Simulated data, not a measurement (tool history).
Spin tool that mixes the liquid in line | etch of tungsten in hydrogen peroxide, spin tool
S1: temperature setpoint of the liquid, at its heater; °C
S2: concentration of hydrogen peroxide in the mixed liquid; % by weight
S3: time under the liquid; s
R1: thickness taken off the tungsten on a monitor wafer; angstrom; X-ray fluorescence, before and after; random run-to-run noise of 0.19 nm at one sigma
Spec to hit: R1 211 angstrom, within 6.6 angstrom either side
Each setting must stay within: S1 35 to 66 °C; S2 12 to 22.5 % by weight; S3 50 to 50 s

run    day    S1    S2  S3      R1
  1      0    51  15.5  50  398.09
  2  0.029  48.5  15.5  50  338.74
  3  0.333    45  15.5  50  271.83
  4  0.579    45  15.5  50  272.99
  5  0.721    44  15.5  50  250.81
  6  1.092    44  15.5  50   257.4
  7  1.254    43  15.5  50  238.08
  8  1.383  42.5  15.5  50  235.89
  9  1.417  40.5  15.5  50  204.23

Pick the move, out of 5, that brings all results within their allowed miss; only one does.
  A  1.45    38  19.5  50   ?
  B  1.45  38.5  18.5  50   ?
  C  1.45    42  13.5  50   ?
  D  1.45    40  15.5  50   ?
  E  1.45    39    18  50   ?

move      R1
   A  196.51
   B   197.8
   C  212.13
   D  199.72
   E  201.62
A: moves away from the targets compared with the last run
B: moves away from the targets compared with the last run
C: every result within its allowed miss
D: moves away from the targets compared with the last run
E: moves away from the targets compared with the last run
Move C is the one to make.
